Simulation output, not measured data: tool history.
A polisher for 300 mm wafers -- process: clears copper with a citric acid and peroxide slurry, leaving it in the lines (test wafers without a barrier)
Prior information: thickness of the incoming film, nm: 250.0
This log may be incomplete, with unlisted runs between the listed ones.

run  hour  flow of slurry (ml/min)  pressure of the wafer on the pad (kPa)  speed of the pad under the wafer (m/s)  abrasive content of the slurry  overpolish time after the end point (s)  time until the end point was called (s)  dishing of a wide line in a test structure (nm)
  1   0.0                      235                                    21.4                                    1.40                             1.0                                       20                                   84.387                                           41.156
  2   1.7                      235                                    19.3                                    1.40                             1.0                                       20                                   92.256                                           37.951
  3   2.9                      255                                    19.3                                    1.40                             1.0                                       20                                   95.264                                           37.834
  4   7.9                      260                                    17.9                                    1.40                             1.0                                       20                                  101.880                                           35.815
  5  10.0                      260                                    16.5                                    1.40                             1.0                                       20                                  110.340                                           33.625
  6  12.4                      260                                    15.9                                    1.40                             1.0                                       20                                  112.430                                           32.298
  7  13.0                      250                                    11.0                                    1.38                             1.0                                       22                                  166.530                                           25.262

What does the tool deliver on the next run?
  8  16.5                      265                                    11.0                                    1.38                             1.0                                       22                                        ?                                                ?

time until the end point was called (s): 165.630
dishing of a wide line in a test structure (nm): 25.096

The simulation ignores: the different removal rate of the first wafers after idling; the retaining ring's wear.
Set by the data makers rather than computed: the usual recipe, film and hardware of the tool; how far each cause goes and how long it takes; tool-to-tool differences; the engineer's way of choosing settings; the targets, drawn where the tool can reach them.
